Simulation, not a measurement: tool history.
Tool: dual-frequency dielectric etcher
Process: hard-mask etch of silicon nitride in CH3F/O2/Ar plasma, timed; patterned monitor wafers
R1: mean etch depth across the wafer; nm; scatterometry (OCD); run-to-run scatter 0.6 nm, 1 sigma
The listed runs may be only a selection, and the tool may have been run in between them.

Run 1, hour 0: source power (W) 460, bias power (W) 79, etch time (s) 174.5. Result: R1 149.99 nm.
Run 2, hour 6.8: source power (W) 400, bias power (W) 72, etch time (s) 174.5. Result: R1 131.98 nm.
Run 3, hour 9.7: source power (W) 400, bias power (W) 72, etch time (s) 181.5. Result: R1 136.02 nm.
Run 4, hour 17.4: source power (W) 370, bias power (W) 72, etch time (s) 181.5. Result: R1 131.34 nm.
Run 5, hour 25.6: source power (W) 350, bias power (W) 72, etch time (s) 181.5. Result: R1 126.49 nm.
Run 6, hour 29: source power (W) 350, bias power (W) 86, etch time (s) 181.5. Result: R1 140.08 nm.
Run 7, hour 36.5: source power (W) 330, bias power (W) 83, etch time (s) 181.5. Result: R1 132.44 nm.
Run 8, hour 44.1: source power (W) 310, bias power (W) 82, etch time (s) 181.5. Result: R1 125.52 nm.
Run 9, hour 49.5: source power (W) 300, bias power (W) 82, etch time (s) 181.5. Result: R1 123.4 nm.

Run 10 has not been measured yet. What should we expect?
Run 10, hour 56.7: source power (W) 290, bias power (W) 82, etch time (s) 181.5. Result: R1 ?.

{"run 10": {"R1": 120.4}}
